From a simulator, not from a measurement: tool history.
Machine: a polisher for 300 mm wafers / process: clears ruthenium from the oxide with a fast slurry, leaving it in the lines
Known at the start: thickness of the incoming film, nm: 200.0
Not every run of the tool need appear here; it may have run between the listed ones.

run	hour	flow of slurry (ml/min)	pressure of the wafer on the pad (kPa)	speed of the pad under the wafer (m/s)	abrasive content of the slurry	overpolish time after the end point (s)	time until the end point was called (s)	dishing of a wide line in a test structure (nm)
1	0.0	150	17.2	1.1	1.0	8	52.094	21.431
2	6.4	155	18.6	1.1	1.0	8	47.777	23.404
3	8.2	160	19.3	1.1	1.0	8	45.729	23.346
4	11.1	160	19.3	1.1	1.0	10	46.603	27.681
5	13.0	160	22.1	1.1	1.0	10	41.114	29.857
6	19.3	160	22.1	1.1	1.0	8	40.168	26.081
# hour 20.2: worn pad replaced by a new one
7	20.2	165	22.8	1.1	1.0	8	35.968	28.059
8	26.9	170	22.8	1.1	1.0	8	35.590	27.943

What does the tool deliver on the next run?
9	34.4	175	22.8	1.1	1.0	8	?	?

Run 9 yielded time until the end point was called (s) 35.330, dishing of a wide line in a test structure (nm) 28.882.
